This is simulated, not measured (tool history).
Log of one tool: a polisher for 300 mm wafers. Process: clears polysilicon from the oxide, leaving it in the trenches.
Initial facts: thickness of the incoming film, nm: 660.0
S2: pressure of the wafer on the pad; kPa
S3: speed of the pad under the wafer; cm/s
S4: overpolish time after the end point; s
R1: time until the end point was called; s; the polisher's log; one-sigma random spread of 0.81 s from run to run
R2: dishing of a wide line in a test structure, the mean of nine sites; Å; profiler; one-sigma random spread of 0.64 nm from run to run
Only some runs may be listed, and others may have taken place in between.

{"run": 1, "day": 0.0, "flow of slurry (ml/min)": 190, "S2": 22.1, "S3": 130, "S4": 11, "R1": 27.835, "R2": 558.39}
{"run": 2, "day": 0.117, "flow of slurry (ml/min)": 190, "S2": 20.7, "S3": 128, "S4": 10, "R1": 30.332, "R2": 542.64}
{"run": 3, "day": 0.375, "flow of slurry (ml/min)": 200, "S2": 19.3, "S3": 130, "S4": 9, "R1": 30.498, "R2": 538.71}
{"run": 4, "day": 0.45, "flow of slurry (ml/min)": 175, "S2": 19.3, "S3": 130, "S4": 9, "R1": 31.734, "R2": 539.2}
{"run": 5, "day": 0.771, "flow of slurry (ml/min)": 175, "S2": 22.8, "S3": 130, "S4": 9, "R1": 26.462, "R2": 546.13}
{"run": 6, "day": 0.983, "flow of slurry (ml/min)": 175, "S2": 22.8, "S3": 98, "S4": 9, "R1": 33.026, "R2": 541.04}

What will run 7 give?
{"run": 7, "day": 1.004, "flow of slurry (ml/min)": 175, "S2": 20.7, "S3": 104, "S4": 8, "R1": "?", "R2": "?"}

R1: 34.106 s
R2: 547.08 Å
